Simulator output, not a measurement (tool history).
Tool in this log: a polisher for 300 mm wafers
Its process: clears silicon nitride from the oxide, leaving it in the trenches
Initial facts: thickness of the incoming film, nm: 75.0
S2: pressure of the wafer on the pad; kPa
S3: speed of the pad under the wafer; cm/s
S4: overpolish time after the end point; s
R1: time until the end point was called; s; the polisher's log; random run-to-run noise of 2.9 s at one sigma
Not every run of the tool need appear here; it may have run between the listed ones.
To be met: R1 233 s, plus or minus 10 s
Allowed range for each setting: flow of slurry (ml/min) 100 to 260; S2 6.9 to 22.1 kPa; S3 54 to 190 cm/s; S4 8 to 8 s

Run 1, hour 0: flow of slurry (ml/min) 165, S2 14.5 kPa, S3 122 cm/s, S4 8 s. Result: R1 102.46 s.
Run 2, hour 7.3: flow of slurry (ml/min) 160, S2 13.1 kPa, S3 114 cm/s, S4 8 s. Result: R1 119.57 s.
Run 3, hour 15.1: flow of slurry (ml/min) 160, S2 13.1 kPa, S3 144 cm/s, S4 8 s. Result: R1 96.817 s.
Run 4, hour 17: flow of slurry (ml/min) 155, S2 11.7 kPa, S3 132 cm/s, S4 8 s. Result: R1 117.72 s.
Run 5, hour 23.7: flow of slurry (ml/min) 155, S2 15.2 kPa, S3 132 cm/s, S4 8 s. Result: R1 90.521 s.
Run 6, hour 31.2: flow of slurry (ml/min) 155, S2 13.8 kPa, S3 124 cm/s, S4 8 s. Result: R1 106.37 s.
Run 7, hour 33.9: flow of slurry (ml/min) 140, S2 9.7 kPa, S3 90 cm/s, S4 8 s. Result: R1 203.46 s.
Run 8, hour 37.1: flow of slurry (ml/min) 135, S2 9.7 kPa, S3 90 cm/s, S4 8 s. Result: R1 207.78 s.
Run 9, hour 45.4: flow of slurry (ml/min) 130, S2 9.7 kPa, S3 90 cm/s, S4 8 s. Result: R1 210.07 s.

Below are 5 possible settings for the next run. Only one of them brings all results inside the allowed miss of their targets. Which is it?
Run A, hour 53.7: flow of slurry (ml/min) 100, S2 9.7 kPa, S3 86 cm/s, S4 8 s. Result: R1 ?.
Run B, hour 53.7: flow of slurry (ml/min) 120, S2 7.6 kPa, S3 98 cm/s, S4 8 s. Result: R1 ?.
Run C, hour 53.7: flow of slurry (ml/min) 120, S2 8.3 kPa, S3 122 cm/s, S4 8 s. Result: R1 ?.
Run D, hour 53.7: flow of slurry (ml/min) 155, S2 8.3 kPa, S3 108 cm/s, S4 8 s. Result: R1 ?.
Run E, hour 53.7: flow of slurry (ml/min) 140, S2 11 kPa, S3 88 cm/s, S4 8 s. Result: R1 ?.

move      R1
   A  236.76
   B  249.67
   C  186.09
   D  198.13
   E  187.02
A: in spec on every target
B: pushes the last run's worst result past its target
C: misses by more than the last run did
D: misses by more than the last run did
E: misses by more than the last run did
The move that meets every target is A.
